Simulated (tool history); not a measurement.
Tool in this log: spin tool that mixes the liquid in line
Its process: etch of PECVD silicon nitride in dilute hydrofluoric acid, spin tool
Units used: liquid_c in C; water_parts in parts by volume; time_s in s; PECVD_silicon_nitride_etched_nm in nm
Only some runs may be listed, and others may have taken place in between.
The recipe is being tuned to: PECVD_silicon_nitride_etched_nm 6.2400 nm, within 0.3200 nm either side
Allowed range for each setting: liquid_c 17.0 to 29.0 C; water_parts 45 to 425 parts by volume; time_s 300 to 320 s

run,hour,liquid_c,water_parts,time_s,PECVD_silicon_nitride_etched_nm
1,0.0,21.0,235,300,4.1044
2,2.9,23.0,235,300,4.6833
3,5.6,24.0,235,300,4.8883
4,10.7,24.0,270,300,4.3121
5,12.9,21.0,270,300,3.5036
6,19.9,24.0,270,300,4.3080
7,24.1,25.0,265,300,4.7735
8,33.1,26.0,265,300,4.8105
9,38.9,26.5,260,300,5.1442
10,40.5,27.0,255,300,5.4766
11,48.2,27.5,255,300,5.7239
12,53.9,28.0,255,300,5.8345

Which single option among these 5 for the next run brings every result within its allowed miss of target? Just one does.
A,59.6,27.5,275,300,?
B,59.6,25.5,240,315,?
C,59.6,26.5,235,320,?
D,59.6,25.5,245,320,?
E,59.6,28.5,285,300,?

move,PECVD_silicon_nitride_etched_nm
A,5.2127
B,5.5612
C,6.1338
D,5.5343
E,5.3330
A: lands further from the targets than the last run did
B: lands further from the targets than the last run did
C: all results in spec
D: lands further from the targets than the last run did
E: lands further from the targets than the last run did
The right move is C.
